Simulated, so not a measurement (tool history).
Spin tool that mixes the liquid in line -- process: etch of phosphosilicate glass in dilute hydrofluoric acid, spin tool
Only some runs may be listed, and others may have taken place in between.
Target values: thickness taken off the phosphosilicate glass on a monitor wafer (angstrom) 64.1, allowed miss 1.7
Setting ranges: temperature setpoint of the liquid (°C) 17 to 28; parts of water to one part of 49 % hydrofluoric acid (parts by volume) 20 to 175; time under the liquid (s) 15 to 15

run,day,temperature setpoint of the liquid (°C),parts of water to one part of 49 % hydrofluoric acid (parts by volume),time under the liquid (s),thickness taken off the phosphosilicate glass on a monitor wafer (angstrom)
1,0,20,95,15,115.84
2,0.142,20,115,15,93.915
3,0.238,20,130,15,82.214
4,0.346,20,130,15,82.245
5,0.667,19.5,135,15,77.286
6,1.046,19.5,115,15,92.911
7,1.188,19.5,115,15,91.107
8,1.538,19,120,15,85.547
9,1.771,18.5,125,15,81.656
10,2.108,18,130,15,76.593
11,2.4,18,135,15,71.461
12,2.767,17.5,140,15,68.262

Of the 4 settings listed for the next run, only one would bring every result within its allowed miss of target. Which one?
A,3.133,20,155,15,?
B,3.133,22.5,165,15,?
C,3.133,17,140,15,?
D,3.133,21,165,15,?

move,thickness taken off the phosphosilicate glass on a monitor wafer (angstrom)
A,66.727
B,68.384
C,66.431
D,64.525
A: better than the last run, though not everything is in spec
B: roughly where the last run was
C: better than the last run, though not everything is in spec
D: all results in spec
Go with D: it meets all targets.

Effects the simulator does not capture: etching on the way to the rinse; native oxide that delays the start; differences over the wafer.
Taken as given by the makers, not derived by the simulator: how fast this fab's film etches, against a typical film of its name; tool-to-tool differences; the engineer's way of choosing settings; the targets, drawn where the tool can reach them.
